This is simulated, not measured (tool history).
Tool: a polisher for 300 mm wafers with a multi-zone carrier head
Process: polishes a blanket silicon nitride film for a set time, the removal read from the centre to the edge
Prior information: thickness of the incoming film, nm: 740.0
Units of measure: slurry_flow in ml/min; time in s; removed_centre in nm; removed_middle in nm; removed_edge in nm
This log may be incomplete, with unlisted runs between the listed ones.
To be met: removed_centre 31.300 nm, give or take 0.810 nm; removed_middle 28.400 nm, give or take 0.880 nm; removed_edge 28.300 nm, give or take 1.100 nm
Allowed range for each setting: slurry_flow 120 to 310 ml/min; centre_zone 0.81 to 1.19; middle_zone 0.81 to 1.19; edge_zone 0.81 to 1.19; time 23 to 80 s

run 1 hour=0.0 | slurry_flow=200 centre_zone=1.00 middle_zone=1.00 edge_zone=1.00 time=51 | removed_centre=44.883 removed_middle=45.501 removed_edge=44.795
run 2 hour=8.8 | slurry_flow=225 centre_zone=1.00 middle_zone=1.00 edge_zone=1.00 time=51 | removed_centre=44.962 removed_middle=46.042 removed_edge=46.912
run 3 hour=10.4 | slurry_flow=225 centre_zone=1.00 middle_zone=1.00 edge_zone=1.00 time=43 | removed_centre=38.504 removed_middle=39.736 removed_edge=39.567
run 4 hour=13.7 | slurry_flow=265 centre_zone=1.00 middle_zone=1.00 edge_zone=1.00 time=43 | removed_centre=39.443 removed_middle=40.375 removed_edge=39.386
run 5 hour=18.2 | slurry_flow=285 centre_zone=1.00 middle_zone=1.00 edge_zone=1.00 time=43 | removed_centre=39.476 removed_middle=40.260 removed_edge=39.992
run 6 hour=20.4 | slurry_flow=285 centre_zone=1.00 middle_zone=0.98 edge_zone=0.97 time=41 | removed_centre=37.545 removed_middle=37.869 removed_edge=37.331
-- hour=21.9 slurry nozzle cleaned
run 7 hour=21.9 | slurry_flow=285 centre_zone=1.00 middle_zone=0.96 edge_zone=0.95 time=40 | removed_centre=39.417 removed_middle=38.550 removed_edge=37.912
run 8 hour=26.5 | slurry_flow=285 centre_zone=1.02 middle_zone=0.97 edge_zone=0.97 time=38 | removed_centre=38.317 removed_middle=36.833 removed_edge=36.128

Which of these 4 next moves meets every target?
run A hour=31.1 | slurry_flow=300 centre_zone=1.09 middle_zone=0.96 edge_zone=0.99 time=29 | removed_centre=? removed_middle=? removed_edge=?
run B hour=31.1 | slurry_flow=295 centre_zone=0.99 middle_zone=0.93 edge_zone=1.03 time=32 | removed_centre=? removed_middle=? removed_edge=?
run C hour=31.1 | slurry_flow=245 centre_zone=0.97 middle_zone=0.92 edge_zone=1.07 time=31 | removed_centre=? removed_middle=? removed_edge=?
run D hour=31.1 | slurry_flow=270 centre_zone=1.07 middle_zone=0.88 edge_zone=1.08 time=32 | removed_centre=? removed_middle=? removed_edge=?

move=A removed_centre=30.699 removed_middle=27.685 removed_edge=28.308
move=B removed_centre=30.855 removed_middle=29.715 removed_edge=31.729
move=C removed_centre=28.718 removed_middle=28.006 removed_edge=30.806
move=D removed_centre=32.894 removed_middle=28.129 removed_edge=32.187
A: all results in spec
B: better than the last run, though not everything is in spec
C: brings the last run's worst result on target, with another outside its allowed miss
D: brings the last run's worst result on target, with another outside its allowed miss
The move that meets every target is A.
